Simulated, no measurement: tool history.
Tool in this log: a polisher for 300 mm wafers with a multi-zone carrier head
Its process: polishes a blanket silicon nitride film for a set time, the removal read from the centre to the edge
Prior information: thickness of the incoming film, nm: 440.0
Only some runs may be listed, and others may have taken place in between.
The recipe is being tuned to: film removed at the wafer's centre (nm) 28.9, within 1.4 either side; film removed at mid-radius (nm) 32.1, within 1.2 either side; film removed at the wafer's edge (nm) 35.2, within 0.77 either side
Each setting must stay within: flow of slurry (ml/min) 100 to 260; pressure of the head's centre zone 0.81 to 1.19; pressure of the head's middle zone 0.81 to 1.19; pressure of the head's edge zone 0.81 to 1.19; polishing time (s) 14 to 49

run	day	flow of slurry (ml/min)	pressure of the head's centre zone	pressure of the head's middle zone	pressure of the head's edge zone	polishing time (s)	film removed at the wafer's centre (nm)	film removed at mid-radius (nm)	film removed at the wafer's edge (nm)
1	0	165	1	1	1	31	47.244	45.6	46.467
2	0.088	150	1	1	1	31	45.458	44.435	45.651
3	0.217	150	1	1	1	35	52.384	51.475	51.765
4	0.358	150	1	0.92	1	35	51.942	49.232	52.364
5	0.454	150	1	0.92	0.92	35	51.739	48.779	49.771
6	0.658	150	1	0.99	0.92	35	51.726	51.419	49.771
7	0.967	140	0.96	0.96	0.92	33	47.098	45.713	46.327
8	1.121	100	0.86	1.01	1.02	24	27.829	32.637	33.904
9	1.262	105	0.86	1	1.03	24	28.812	33.497	34.057
10	1.504	100	0.82	0.9	1.12	24	27.299	30.405	35.655

Of the 5 settings listed for the next run, only one would bring every result within its allowed miss of target. Which one?
A	1.746	110	0.81	1	1.16	23	?	?	?
B	1.746	105	0.81	0.94	1.08	24	?	?	?
C	1.746	100	0.84	0.81	1.13	23	?	?	?
D	1.746	115	0.85	0.93	1.06	24	?	?	?
E	1.746	110	0.91	0.91	1.17	24	?	?	?

move	film removed at the wafer's centre (nm)	film removed at mid-radius (nm)	film removed at the wafer's edge (nm)
A	26.361	31.844	34.666
B	27.164	31.578	34.646
C	26.572	27.234	33.752
D	29.112	32.003	34.815
E	30.716	31.237	36.369
A: corrects the largest miss of the last run, while another result sits out of spec
B: corrects the largest miss of the last run, while another result sits out of spec
C: lands further from the targets than the last run did
D: every result lands within tolerance
E: corrects the largest miss of the last run, while another result sits out of spec
Correct choice: D, which meets every target

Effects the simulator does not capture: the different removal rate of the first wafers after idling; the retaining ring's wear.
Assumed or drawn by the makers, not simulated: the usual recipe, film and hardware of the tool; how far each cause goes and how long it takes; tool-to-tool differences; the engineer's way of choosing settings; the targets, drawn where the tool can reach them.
